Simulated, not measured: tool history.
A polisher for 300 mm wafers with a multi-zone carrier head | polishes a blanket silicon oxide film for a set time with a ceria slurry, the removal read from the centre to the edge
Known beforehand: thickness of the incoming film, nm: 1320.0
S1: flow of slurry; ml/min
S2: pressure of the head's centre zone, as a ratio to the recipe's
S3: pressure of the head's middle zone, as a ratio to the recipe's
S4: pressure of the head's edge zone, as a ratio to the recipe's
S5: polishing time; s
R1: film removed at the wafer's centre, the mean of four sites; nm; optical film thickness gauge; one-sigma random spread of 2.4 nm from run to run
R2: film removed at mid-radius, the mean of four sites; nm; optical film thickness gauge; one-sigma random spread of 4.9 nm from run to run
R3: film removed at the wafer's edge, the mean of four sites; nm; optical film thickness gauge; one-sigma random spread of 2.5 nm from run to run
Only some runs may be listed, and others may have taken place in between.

run  hour   S1    S2    S3    S4  S5      R1      R2      R3
  1     0  175     1     1     1  61  403.18  400.26  399.75
  2   8.7  170  0.98  1.01  0.96  58   376.4  390.06  373.83
  3  13.3  165  0.97  1.01  0.93  55  354.88  353.63  347.56
  4  19.8  140  0.97  1.01  0.93  55  341.47  337.04  339.72
  5  28.6  140  0.97  1.01  0.93  47  284.47  295.74  291.51
  6  29.8  150  0.97  1.03  0.93  47  298.07  302.43  294.06

For run 7, what comes out?
  7  37.2  155  0.96  1.06  0.94  47   ?   ?   ?

R1: 292.67 nm
R2: 307.71 nm
R3: 299.59 nm

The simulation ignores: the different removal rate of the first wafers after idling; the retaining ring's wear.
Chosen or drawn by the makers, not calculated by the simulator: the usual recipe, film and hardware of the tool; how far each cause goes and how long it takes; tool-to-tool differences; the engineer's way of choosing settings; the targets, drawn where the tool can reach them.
